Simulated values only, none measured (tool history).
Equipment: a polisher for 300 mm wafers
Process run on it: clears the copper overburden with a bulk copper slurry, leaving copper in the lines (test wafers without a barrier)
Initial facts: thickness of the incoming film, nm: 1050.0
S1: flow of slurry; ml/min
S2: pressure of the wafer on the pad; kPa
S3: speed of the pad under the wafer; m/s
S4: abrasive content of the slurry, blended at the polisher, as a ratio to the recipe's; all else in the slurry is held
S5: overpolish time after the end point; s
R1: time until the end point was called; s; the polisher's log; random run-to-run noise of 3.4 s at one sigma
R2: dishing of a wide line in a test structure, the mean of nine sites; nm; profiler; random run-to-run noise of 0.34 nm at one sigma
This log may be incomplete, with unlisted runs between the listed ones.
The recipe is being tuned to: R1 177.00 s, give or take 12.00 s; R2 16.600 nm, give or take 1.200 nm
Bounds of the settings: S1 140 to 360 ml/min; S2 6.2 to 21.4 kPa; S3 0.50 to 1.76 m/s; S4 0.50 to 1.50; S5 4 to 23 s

run    day   S1    S2    S3    S4  S5      R1      R2
  1  0.000  230  13.8  1.12  1.00  12  149.92  46.527
  2  0.329  230  12.4  1.12  1.00  12  161.27  42.229
  3  0.429  190  12.4  1.12  1.00  12  163.84  43.195
  4  0.500  170  12.4  1.12  1.00  12  169.27  42.926
  5  0.871  210  12.4  1.12  1.00  12  159.77  40.713
  6  0.954  225  11.7  1.14  1.00  11  164.29  37.824
  7  0.992  160   7.6  1.42  1.15   5  195.97  17.033
  8  1.358  160   7.6  1.44  1.15   5  201.08  17.059
  9  1.500  175   6.9  1.58  1.25   4  196.72  14.484
 10  1.638  175   8.3  1.58  1.20   5  166.08  19.490
 11  1.812  175   8.3  1.58  1.20   5  168.31  20.561
 12  1.979  175   8.3  1.58  1.20   5  169.90  20.603
 13  2.312  175   8.3  1.58  1.25   5  165.37  20.711
 14  2.675  180   8.3  1.60  1.25   5  161.98  20.855
 15  2.983  180   8.3  1.62  1.25   5  160.68  20.557

Which of these 4 next moves meets every target?
  A  3.292  155  6.2  1.56  1.50   4   ?   ?
  B  3.292  180  6.2  1.60  1.35   4   ?   ?
  C  3.292  140  7.6  1.64  1.30   5   ?   ?
  D  3.292  145  9.0  1.46  1.15   4   ?   ?

move      R1      R2
   A  208.32  13.792
   B  204.89  13.993
   C  172.88  19.824
   D  169.80  16.854
A: the result that was furthest off in the last run now lies on the other side of its target
B: the result that was furthest off in the last run now lies on the other side of its target
C: nearer than the last run, and not there yet
D: each result inside its tolerance
Answer: D
